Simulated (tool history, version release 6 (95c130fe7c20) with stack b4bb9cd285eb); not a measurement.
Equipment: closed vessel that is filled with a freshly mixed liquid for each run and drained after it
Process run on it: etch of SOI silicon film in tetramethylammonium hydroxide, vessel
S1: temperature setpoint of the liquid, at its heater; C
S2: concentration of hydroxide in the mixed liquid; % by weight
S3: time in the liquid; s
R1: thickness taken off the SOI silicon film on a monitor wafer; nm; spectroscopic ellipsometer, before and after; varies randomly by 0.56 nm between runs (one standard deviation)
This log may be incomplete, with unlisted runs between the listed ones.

Run 1, day 0.000: S1 64.0 C, S2 13.0 % by weight, S3 35 s. Result: R1 158.25 nm.
Run 2, day 0.242: S1 68.0 C, S2 13.0 % by weight, S3 35 s. Result: R1 201.15 nm.
Run 3, day 0.500: S1 67.5 C, S2 13.0 % by weight, S3 35 s. Result: R1 196.51 nm.
Run 4, day 0.567: S1 67.0 C, S2 13.0 % by weight, S3 35 s. Result: R1 188.93 nm.
At day 0.812: hydroxide flow meter replaced.
Run 5, day 0.812: S1 72.0 C, S2 13.0 % by weight, S3 35 s. Result: R1 246.61 nm.
Run 6, day 1.000: S1 70.0 C, S2 13.0 % by weight, S3 35 s. Result: R1 219.82 nm.
Run 7, day 1.188: S1 68.5 C, S2 13.0 % by weight, S3 35 s. Result: R1 200.10 nm.

What does the tool deliver on the next run?
Run 8, day 1.367: S1 68.0 C, S2 13.0 % by weight, S3 35 s. Result: R1 ?.

For run 8 the tool returned R1 195.92 nm.

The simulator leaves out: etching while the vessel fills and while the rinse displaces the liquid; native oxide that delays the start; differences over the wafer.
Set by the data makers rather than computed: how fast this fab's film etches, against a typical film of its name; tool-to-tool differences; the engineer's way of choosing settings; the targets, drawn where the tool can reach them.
